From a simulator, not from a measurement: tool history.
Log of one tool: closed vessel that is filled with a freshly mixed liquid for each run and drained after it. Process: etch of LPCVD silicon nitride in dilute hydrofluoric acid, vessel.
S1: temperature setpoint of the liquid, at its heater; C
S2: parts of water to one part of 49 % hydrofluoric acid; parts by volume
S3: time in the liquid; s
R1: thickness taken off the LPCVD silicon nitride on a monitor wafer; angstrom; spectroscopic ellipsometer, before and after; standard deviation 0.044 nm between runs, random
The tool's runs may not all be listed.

| run | hour | S1 | S2 | S3 | R1 |
|---|---|---|---|---|---|
| 1 | 0 | 24 | 140 | 790 | 27.708 |
| 2 | 6.5 | 26.5 | 115 | 790 | 39.818 |
| 3 | 10.9 | 26.5 | 145 | 790 | 31.302 |
| 4 | 15 | 29.5 | 145 | 790 | 37.828 |
| 5 | 22.7 | 29.5 | 145 | 625 | 29.703 |
| 6 | 24.7 | 29.5 | 145 | 790 | 37.639 |
| 7 | 30.7 | 30 | 120 | 790 | 47.11 |

Estimate the outcome of run 8 from the log above:
| 8 | 33.5 | 30.5 | 100 | 790 | ? |

Run 8 came out at R1 58.318 angstrom.

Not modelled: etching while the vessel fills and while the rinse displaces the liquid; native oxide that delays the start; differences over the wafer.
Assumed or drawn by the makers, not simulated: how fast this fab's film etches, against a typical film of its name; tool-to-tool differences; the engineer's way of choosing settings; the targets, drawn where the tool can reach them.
